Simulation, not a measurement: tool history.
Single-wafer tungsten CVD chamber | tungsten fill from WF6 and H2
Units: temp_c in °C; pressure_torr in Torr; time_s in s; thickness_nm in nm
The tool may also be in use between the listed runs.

| run | day | temp_c | pressure_torr | time_s | thickness_nm |
|---|---|---|---|---|---|
| 1 | 0.000 | 380 | 37.7 | 14.4 | 32.914 |
| 2 | 0.083 | 378 | 37.6 | 14.4 | 31.407 |
| 3 | 0.108 | 378 | 44.1 | 14.4 | 33.831 |
| 4 | 0.450 | 372 | 44.1 | 14.4 | 29.995 |
| 5 | 0.821 | 371 | 44.1 | 14.4 | 29.691 |
| 6 | 1.071 | 371 | 44.1 | 14.9 | 30.682 |
| 7 | 1.417 | 370 | 44.1 | 14.9 | 29.686 |
| 8 | 1.562 | 370 | 44.1 | 14.9 | 29.928 |
| 9 | 1.779 | 369 | 44.1 | 14.9 | 29.387 |

Forecast run 10:
| 10 | 2.058 | 368 | 44.1 | 14.9 | ? |

{"run 10": {"thickness_nm": 28.644}}
